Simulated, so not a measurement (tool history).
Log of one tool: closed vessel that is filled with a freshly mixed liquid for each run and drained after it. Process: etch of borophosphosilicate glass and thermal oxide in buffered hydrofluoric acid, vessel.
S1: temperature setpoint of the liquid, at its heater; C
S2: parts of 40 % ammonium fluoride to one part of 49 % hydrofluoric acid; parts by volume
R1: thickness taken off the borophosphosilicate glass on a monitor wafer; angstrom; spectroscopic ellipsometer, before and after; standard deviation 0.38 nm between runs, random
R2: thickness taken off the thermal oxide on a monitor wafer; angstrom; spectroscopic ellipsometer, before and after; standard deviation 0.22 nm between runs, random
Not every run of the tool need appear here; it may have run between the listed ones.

{"run": 1, "hour": 0.0, "S1": 24.0, "S2": 11.5, "time in the liquid (s)": 60, "R1": 1192.1, "R2": 696.47}
{"run": 2, "hour": 6.7, "S1": 21.0, "S2": 11.5, "time in the liquid (s)": 60, "R1": 1031.1, "R2": 582.76}
{"run": 3, "hour": 13.1, "S1": 21.0, "S2": 14.5, "time in the liquid (s)": 60, "R1": 809.09, "R2": 471.62}
{"run": 4, "hour": 18.4, "S1": 21.0, "S2": 14.5, "time in the liquid (s)": 50, "R1": 682.55, "R2": 390.86}
{"run": 5, "hour": 21.6, "S1": 20.5, "S2": 14.5, "time in the liquid (s)": 50, "R1": 656.18, "R2": 380.68}
{"run": 6, "hour": 26.4, "S1": 20.0, "S2": 14.5, "time in the liquid (s)": 50, "R1": 641.93, "R2": 371.6}
{"run": 7, "hour": 35.4, "S1": 19.5, "S2": 14.5, "time in the liquid (s)": 50, "R1": 621.7, "R2": 361.34}

Run 8, settings as shown, results not yet in. Your forecast:
{"run": 8, "hour": 38.9, "S1": 19.0, "S2": 14.5, "time in the liquid (s)": 50, "R1": "?", "R2": "?"}

R1: 604.88 angstrom
R2: 345.99 angstrom
